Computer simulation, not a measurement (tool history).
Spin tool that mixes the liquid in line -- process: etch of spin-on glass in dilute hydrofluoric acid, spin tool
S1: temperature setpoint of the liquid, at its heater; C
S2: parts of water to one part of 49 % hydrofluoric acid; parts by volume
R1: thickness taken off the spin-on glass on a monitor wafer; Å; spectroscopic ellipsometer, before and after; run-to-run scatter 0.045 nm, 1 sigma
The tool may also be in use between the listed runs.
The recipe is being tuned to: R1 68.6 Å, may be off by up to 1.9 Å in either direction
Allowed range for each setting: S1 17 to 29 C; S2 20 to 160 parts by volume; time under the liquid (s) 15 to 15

{"run": 1, "day": 0.0, "S1": 21, "S2": 90, "time under the liquid (s)": 15, "R1": 29.514}
{"run": 2, "day": 0.35, "S1": 21, "S2": 75, "time under the liquid (s)": 15, "R1": 36.126}
{"run": 3, "day": 0.488, "S1": 21, "S2": 55, "time under the liquid (s)": 15, "R1": 50.692}
{"run": 4, "day": 0.817, "S1": 19.5, "S2": 55, "time under the liquid (s)": 15, "R1": 47.596}
{"run": 5, "day": 0.954, "S1": 19.5, "S2": 55, "time under the liquid (s)": 15, "R1": 47.308}
{"run": 6, "day": 1.146, "S1": 18, "S2": 55, "time under the liquid (s)": 15, "R1": 44.527}
{"run": 7, "day": 1.5, "S1": 21, "S2": 55, "time under the liquid (s)": 15, "R1": 50.775}
{"run": 8, "day": 1.838, "S1": 21, "S2": 55, "time under the liquid (s)": 15, "R1": 50.539}
{"run": 9, "day": 2.117, "S1": 23, "S2": 55, "time under the liquid (s)": 15, "R1": 54.476}
{"run": 10, "day": 2.288, "S1": 24.5, "S2": 55, "time under the liquid (s)": 15, "R1": 58.494}
{"run": 11, "day": 2.625, "S1": 25.5, "S2": 55, "time under the liquid (s)": 15, "R1": 61.448}
{"run": 12, "day": 2.688, "S1": 26, "S2": 55, "time under the liquid (s)": 15, "R1": 62.151}
{"run": 13, "day": 2.962, "S1": 26.5, "S2": 55, "time under the liquid (s)": 15, "R1": 62.901}

Which one of the following 5 next-run settings gets every result inside its allowed miss? There is exactly one.
{"run": "A", "day": 3.238, "S1": 24.5, "S2": 50, "time under the liquid (s)": 15, "R1": "?"}
{"run": "B", "day": 3.238, "S1": 29, "S2": 60, "time under the liquid (s)": 15, "R1": "?"}
{"run": "C", "day": 3.238, "S1": 27, "S2": 50, "time under the liquid (s)": 15, "R1": "?"}
{"run": "D", "day": 3.238, "S1": 28.5, "S2": 55, "time under the liquid (s)": 15, "R1": "?"}
{"run": "E", "day": 3.238, "S1": 27, "S2": 55, "time under the liquid (s)": 15, "R1": "?"}

move=A R1=64.594
move=B R1=63.569
move=C R1=71.493
move=D R1=68.499
move=E R1=64.533
A: better than the last run, though not everything is in spec
B: better than the last run, though not everything is in spec
C: takes the biggest miss from the last run beyond its target
D: every result within its allowed miss
E: better than the last run, though not everything is in spec
D meets every target.
